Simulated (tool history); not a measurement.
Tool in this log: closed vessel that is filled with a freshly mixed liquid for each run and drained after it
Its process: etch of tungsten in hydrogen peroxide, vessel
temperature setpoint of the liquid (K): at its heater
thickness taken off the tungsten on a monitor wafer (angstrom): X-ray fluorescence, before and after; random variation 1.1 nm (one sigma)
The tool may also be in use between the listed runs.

run	hour	temperature setpoint of the liquid (K)	concentration of hydrogen peroxide in the mixed liquid (% by weight)	time in the liquid (s)	thickness taken off the tungsten on a monitor wafer (angstrom)
1	0	316.15	26	105	1627.4
2	1.3	319.65	26	105	2029.9
3	6.9	319.65	26	105	2035.1
4	10.8	322.15	26	105	2380.8
5	15.5	324.15	26	105	2690.3
6	21.4	325.65	26	105	2924.3
7	29	330.65	26	105	3959.6

What does the tool deliver on the next run?
8	30.2	330.15	26	105	?

thickness taken off the tungsten on a monitor wafer (angstrom): 3839.4

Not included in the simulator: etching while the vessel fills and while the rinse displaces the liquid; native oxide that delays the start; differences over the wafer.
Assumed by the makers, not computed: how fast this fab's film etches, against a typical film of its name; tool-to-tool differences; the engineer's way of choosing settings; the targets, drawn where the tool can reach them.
